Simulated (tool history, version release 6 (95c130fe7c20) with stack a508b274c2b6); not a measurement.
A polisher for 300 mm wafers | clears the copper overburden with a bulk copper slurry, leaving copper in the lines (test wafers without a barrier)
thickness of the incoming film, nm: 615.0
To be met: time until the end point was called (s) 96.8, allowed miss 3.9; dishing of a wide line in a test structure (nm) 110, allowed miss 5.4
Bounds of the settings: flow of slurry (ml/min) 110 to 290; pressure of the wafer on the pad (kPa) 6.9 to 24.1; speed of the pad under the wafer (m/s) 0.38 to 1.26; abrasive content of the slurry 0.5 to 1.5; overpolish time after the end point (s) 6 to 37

run,hour,flow of slurry (ml/min),pressure of the wafer on the pad (kPa),speed of the pad under the wafer (m/s),abrasive content of the slurry,overpolish time after the end point (s),time until the end point was called (s),dishing of a wide line in a test structure (nm)
1,0,185,15.2,0.82,1,19,111.15,65.774
2,2.4,185,15.2,0.82,1,20,115.45,68.855
3,4.9,145,15.2,0.82,1,20,115.61,68.117
4,8,145,15.9,0.82,1,21,110.06,71.708
5,13.5,145,15.9,0.82,1,15,113.81,56.419
6,18.7,145,19.3,0.82,1,15,92.627,63.645
7,24,145,19.3,0.82,1,17,95.248,70.736
8,27.8,145,19.3,0.82,1,18,95.005,73.752
9,34.1,145,19.3,0.82,1,19,92.548,78.309
10,37.1,145,19.3,0.82,1,20,93.353,82.765
11,41.7,145,19.3,0.82,1,21,92.845,83.514
12,49,145,19.3,0.82,1,22,92.935,86.42
13,56.2,145,19.3,0.82,1,23,94.554,86.399
14,61.5,145,19.3,0.82,1,24,94.093,91.215
15,68,145,19.3,0.82,1,25,91.854,93.862
16,70.5,145,19.3,0.82,1,26,92.766,97.84
17,71.2,145,19.3,0.82,1,27,93.286,101.59
18,78.9,145,18.6,0.82,1,29,97.051,100.64

5 next moves are on the table. One of them brings every result within its allowed miss. Which?
A,86.6,185,21.4,0.7,0.95,28,?,?
B,86.6,115,18.6,0.9,0.9,25,?,?
C,86.6,155,19.3,0.78,1,33,?,?
D,86.6,255,20.7,0.76,0.8,22,?,?
E,86.6,135,18.6,0.78,1.05,27,?,?

move,time until the end point was called (s),dishing of a wide line in a test structure (nm)
A,97.625,100.8
B,95.235,93.448
C,98.077,109.41
D,92.868,88.396
E,102.69,93.545
A: as far off as the last run
B: further off than the last run
C: meets every target
D: further off than the last run
E: further off than the last run
The right move is C.
